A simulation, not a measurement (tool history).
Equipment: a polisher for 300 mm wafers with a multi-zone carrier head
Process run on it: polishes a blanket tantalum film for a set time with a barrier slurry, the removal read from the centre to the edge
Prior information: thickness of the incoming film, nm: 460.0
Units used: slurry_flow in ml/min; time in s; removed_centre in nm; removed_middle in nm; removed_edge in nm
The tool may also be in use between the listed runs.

run  hour  slurry_flow  centre_zone  middle_zone  edge_zone  slurry_solids  time  removed_centre  removed_middle  removed_edge
  1     0          290            1            1          1              1    78          121.95          115.91         122.3
  2   7.4          290            1         1.06          1              1    78          120.95          119.12        121.63
  3  12.1          290            1         1.06          1           0.85    78          113.55          110.36        112.53
  4  19.4          290            1         1.06       1.04           0.85    78          113.55          113.33        116.54
  5  21.2          290         1.04         1.06       1.04           0.85    78          117.84          112.42        115.01
  6  22.2          290         1.04         1.13       1.04           0.85    78          114.55          119.77        113.64
  7  28.9          290         1.04         1.13       1.04           0.85    78          116.51          116.92        113.14
  8  37.3          270         0.94         1.19       1.05           0.95    79          113.09          128.21        121.87
  9  42.5          275         0.92         1.19       1.04           0.95    79          110.86          128.84        122.76

Expected results for the next run?
 10  50.6          275         0.91         1.19       1.03           0.95    79               ?               ?             ?

removed_centre: 110.23 nm
removed_middle: 128.57 nm
removed_edge: 120.48 nm
